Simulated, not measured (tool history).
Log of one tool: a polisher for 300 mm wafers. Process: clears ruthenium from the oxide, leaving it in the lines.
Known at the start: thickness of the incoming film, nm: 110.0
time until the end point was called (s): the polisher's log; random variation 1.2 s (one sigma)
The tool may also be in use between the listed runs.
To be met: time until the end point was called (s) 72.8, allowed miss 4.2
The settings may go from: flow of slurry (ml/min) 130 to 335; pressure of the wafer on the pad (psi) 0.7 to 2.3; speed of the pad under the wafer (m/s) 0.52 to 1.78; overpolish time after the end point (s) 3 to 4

run	hour	flow of slurry (ml/min)	pressure of the wafer on the pad (psi)	speed of the pad under the wafer (m/s)	overpolish time after the end point (s)	time until the end point was called (s)
1	0	215	1.5	1.14	4	105.79
2	1.5	260	1.5	1.14	4	100.74
3	2	260	1.5	1.02	4	115.56
4	9.8	260	1.5	1.2	4	100.52
5	18.3	260	1.6	1.22	4	94.203
6	20.6	260	1.7	1.24	4	87.906
7	25.2	260	1.8	1.26	4	81.562
8	33	260	1.9	1.26	4	79.704

4 next moves are on the table. One of them brings every result within its allowed miss. Which?
A	40.8	245	1.8	1.24	4	?
B	40.8	230	1.8	1.2	4	?
C	40.8	260	1.8	1.18	4	?
D	40.8	215	1.5	1.7	3	?

move	time until the end point was called (s)
A	82.239
B	85.265
C	85.279
D	72.533
A: further off than the last run
B: further off than the last run
C: further off than the last run
D: meets every target
Move D is the one to make.
